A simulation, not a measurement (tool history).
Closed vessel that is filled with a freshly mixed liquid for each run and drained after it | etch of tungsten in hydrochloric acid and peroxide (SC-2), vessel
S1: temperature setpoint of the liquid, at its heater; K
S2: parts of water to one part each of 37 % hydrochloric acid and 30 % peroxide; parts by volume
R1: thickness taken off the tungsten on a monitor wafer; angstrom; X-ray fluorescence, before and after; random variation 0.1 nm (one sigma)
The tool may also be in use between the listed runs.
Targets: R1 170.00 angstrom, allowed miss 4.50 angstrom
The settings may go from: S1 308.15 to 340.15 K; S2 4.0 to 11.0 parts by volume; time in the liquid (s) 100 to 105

run 1 day=0.000 | S1=324.15 S2=6.0 time_in_the_liquid_(s)=100 | R1=312.86
run 2 day=0.367 | S1=326.65 S2=6.0 time_in_the_liquid_(s)=100 | R1=376.84
run 3 day=0.708 | S1=326.65 S2=7.0 time_in_the_liquid_(s)=100 | R1=330.04
run 4 day=0.958 | S1=325.65 S2=7.0 time_in_the_liquid_(s)=100 | R1=308.32
run 5 day=1.283 | S1=325.65 S2=7.0 time_in_the_liquid_(s)=105 | R1=324.06
run 6 day=1.617 | S1=324.65 S2=7.0 time_in_the_liquid_(s)=105 | R1=303.12
run 7 day=1.771 | S1=323.65 S2=7.0 time_in_the_liquid_(s)=105 | R1=284.34
run 8 day=1.842 | S1=322.65 S2=7.0 time_in_the_liquid_(s)=105 | R1=263.66
run 9 day=2.104 | S1=315.15 S2=7.0 time_in_the_liquid_(s)=105 | R1=159.69
run 10 day=2.412 | S1=315.65 S2=7.0 time_in_the_liquid_(s)=105 | R1=165.93

Which of these 5 next moves meets every target?
run A day=2.721 | S1=318.15 S2=8.5 time_in_the_liquid_(s)=105 | R1=?
run B day=2.721 | S1=317.15 S2=8.5 time_in_the_liquid_(s)=105 | R1=?
run C day=2.721 | S1=314.15 S2=6.5 time_in_the_liquid_(s)=105 | R1=?
run D day=2.721 | S1=315.65 S2=6.0 time_in_the_liquid_(s)=100 | R1=?
run E day=2.721 | S1=313.65 S2=6.0 time_in_the_liquid_(s)=105 | R1=?

move=A R1=168.27
move=B R1=157.05
move=C R1=157.31
move=D R1=176.86
move=E R1=161.34
A: meets every target
B: further off than the last run
C: further off than the last run
D: takes the result that was furthest off past its target
E: further off than the last run
The right move is A.
